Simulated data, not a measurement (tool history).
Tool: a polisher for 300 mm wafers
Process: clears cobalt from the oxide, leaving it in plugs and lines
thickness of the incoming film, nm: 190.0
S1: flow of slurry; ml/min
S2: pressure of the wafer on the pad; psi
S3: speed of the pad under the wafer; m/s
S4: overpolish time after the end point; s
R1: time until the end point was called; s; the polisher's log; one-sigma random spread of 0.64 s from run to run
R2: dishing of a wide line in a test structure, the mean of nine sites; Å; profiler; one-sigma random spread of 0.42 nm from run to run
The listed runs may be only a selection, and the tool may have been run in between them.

run,hour,S1,S2,S3,S4,R1,R2
1,0,180,1.5,1.08,21,47.455,305.65
2,3.9,175,1.5,1.08,17,47.304,280.18
3,9.8,175,1.5,0.94,17,53.594,270.86
4,12.7,160,1.7,0.84,14,54.128,259.29
5,19.5,160,1.7,0.62,14,70.519,225.83
6,21.8,160,1.7,0.62,7,68.834,147.33

Expected results for the next run?
7,27.2,165,1.8,0.62,7,?,?

R1: 66.705 s
R2: 145.22 Å
